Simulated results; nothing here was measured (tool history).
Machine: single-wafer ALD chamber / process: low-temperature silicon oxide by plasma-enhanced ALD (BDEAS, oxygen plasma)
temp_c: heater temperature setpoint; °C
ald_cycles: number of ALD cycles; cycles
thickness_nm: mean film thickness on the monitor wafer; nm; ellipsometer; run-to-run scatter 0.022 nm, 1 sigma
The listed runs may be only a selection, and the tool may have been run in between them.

run 1 hour=0.0 | temp_c=115 ald_cycles=42 | thickness_nm=5.8275
run 2 hour=1.1 | temp_c=105 ald_cycles=42 | thickness_nm=5.9846
run 3 hour=4.5 | temp_c=105 ald_cycles=45 | thickness_nm=6.3746
run 4 hour=5.8 | temp_c=95 ald_cycles=45 | thickness_nm=6.5723
run 5 hour=12.4 | temp_c=95 ald_cycles=49 | thickness_nm=7.2537
run 6 hour=14.6 | temp_c=97 ald_cycles=46 | thickness_nm=6.6820
run 7 hour=15.4 | temp_c=98 ald_cycles=44 | thickness_nm=6.3905

Run 8 is up next; what results do you expect?
run 8 hour=23.3 | temp_c=100 ald_cycles=42 | thickness_nm=?

thickness_nm: 6.0890 nm

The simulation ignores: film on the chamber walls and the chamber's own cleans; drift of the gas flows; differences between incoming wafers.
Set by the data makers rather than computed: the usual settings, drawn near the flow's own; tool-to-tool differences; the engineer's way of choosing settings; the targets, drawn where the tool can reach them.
